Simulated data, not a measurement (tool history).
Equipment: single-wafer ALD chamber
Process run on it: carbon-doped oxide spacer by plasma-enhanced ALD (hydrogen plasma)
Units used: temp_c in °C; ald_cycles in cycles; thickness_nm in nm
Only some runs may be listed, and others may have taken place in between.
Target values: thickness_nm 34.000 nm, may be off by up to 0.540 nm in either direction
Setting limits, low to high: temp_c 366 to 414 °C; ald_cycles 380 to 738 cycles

run,hour,temp_c,ald_cycles,thickness_nm
1,0.0,390,559,27.283
2,4.8,390,606,29.699
3,7.0,390,624,30.451
4,16.3,390,639,31.373
# hour 19.1: thermocouple changed; heater temperature recalibrated
5,19.1,390,559,27.276
6,22.3,390,493,24.214
7,30.3,390,538,26.299
8,33.0,390,572,27.834
9,42.9,390,599,29.135
10,51.6,390,599,29.205
11,60.3,390,619,30.439
12,66.5,390,633,30.756
13,74.2,390,647,31.693
14,81.0,390,657,32.427
15,86.8,390,663,32.211
16,96.8,390,671,32.584

Pick the move, out of 4, that brings all results within their allowed miss; only one does.
A,106.8,393,694,?
B,106.8,382,644,?
C,106.8,385,666,?
D,106.8,393,717,?

move,thickness_nm
A,34.000
B,31.551
C,32.628
D,35.127
A: meets every target
B: the biggest miss grows against the last run
C: as far off as the last run
D: pushes the last run's worst result past its target
Correct choice: A, which meets every target

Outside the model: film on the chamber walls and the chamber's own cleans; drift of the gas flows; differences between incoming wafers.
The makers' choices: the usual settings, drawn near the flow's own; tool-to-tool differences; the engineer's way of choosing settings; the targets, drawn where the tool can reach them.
